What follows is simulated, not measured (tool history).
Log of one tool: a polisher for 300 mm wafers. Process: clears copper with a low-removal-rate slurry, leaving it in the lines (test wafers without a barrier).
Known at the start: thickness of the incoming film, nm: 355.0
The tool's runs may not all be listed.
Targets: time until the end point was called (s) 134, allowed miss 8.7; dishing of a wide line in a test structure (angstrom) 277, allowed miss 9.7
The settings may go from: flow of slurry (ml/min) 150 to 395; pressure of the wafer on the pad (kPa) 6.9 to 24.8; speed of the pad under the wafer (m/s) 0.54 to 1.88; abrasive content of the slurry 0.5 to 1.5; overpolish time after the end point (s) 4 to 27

run  hour  flow of slurry (ml/min)  pressure of the wafer on the pad (kPa)  speed of the pad under the wafer (m/s)  abrasive content of the slurry  overpolish time after the end point (s)  time until the end point was called (s)  dishing of a wide line in a test structure (angstrom)
  1     0                      250                                    15.9                                     1.2                               1                                       14                                    105.2                                                 335.06
  2   8.5                      250                                    15.9                                     1.2                               1                                       16                                   100.24                                                 382.46
  3  15.1                      250                                    13.8                                     1.2                               1                                       16                                    115.9                                                  336.8
  4  24.1                      250                                    13.1                                     1.2                               1                                       16                                   122.44                                                 318.35
  5  31.9                      250                                    12.4                                     1.2                               1                                       16                                   129.93                                                  303.6
  6    33                      255                                    12.4                                     1.2                               1                                       15                                   127.64                                                 296.07
  7  33.7                      245                                    12.4                                     1.2                               1                                       15                                   130.44                                                 288.74
  8  38.3                      240                                    12.4                                     1.2                               1                                       15                                   125.73                                                 286.82

Which of these 5 next moves meets every target?
  A  42.9                      250                                      11                                     1.2                            1.15                                       17                                        ?                                                      ?
  B  42.9                      170                                    13.1                                    1.04                            1.25                                       18                                        ?                                                      ?
  C  42.9                      275                                    15.2                                     1.1                             0.8                                       14                                        ?                                                      ?
  D  42.9                      200                                    15.2                                    1.04                             1.1                                       13                                        ?                                                      ?
  E  42.9                      285                                    13.8                                    0.88                            1.05                                       15                                        ?                                                      ?

move  time until the end point was called (s)  dishing of a wide line in a test structure (angstrom)
   A                                    138.9                                                 297.13
   B                                   134.47                                                 323.97
   C                                   117.95                                                 293.44
   D                                   117.68                                                 275.26
   E                                   137.18                                                 271.74
A: further off than the last run
B: further off than the last run
C: further off than the last run
D: brings the result that was furthest off to its target, and leaves another outside
E: meets every target
The right move is E.
